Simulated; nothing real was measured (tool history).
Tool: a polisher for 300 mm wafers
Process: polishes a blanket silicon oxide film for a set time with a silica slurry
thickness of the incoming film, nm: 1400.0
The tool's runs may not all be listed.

run,day,flow of slurry (ml/min),pressure of the wafer on the pad (psi),speed of the pad under the wafer (cm/s),abrasive content of the slurry,polishing time (s),film removed (Å)
1,0,290,5.2,140,1,19,869.08
2,0.25,290,5.2,140,1.2,19,939
3,0.358,290,5.2,140,1.05,19,867.18
4,0.596,290,5.2,140,1.05,19,888.08
5,0.642,290,6.3,140,1.05,19,1075.3
6,0.725,345,6.3,140,1.05,19,1092.6
7,0.808,345,5.3,138,1.05,19,921.29
8,0.992,335,4.5,136,1.05,19,760.15

The next listed run, before its measurement:
9,1.167,335,4,136,1.05,19,?

{"run 9": {"film removed (Å)": 684.63}}
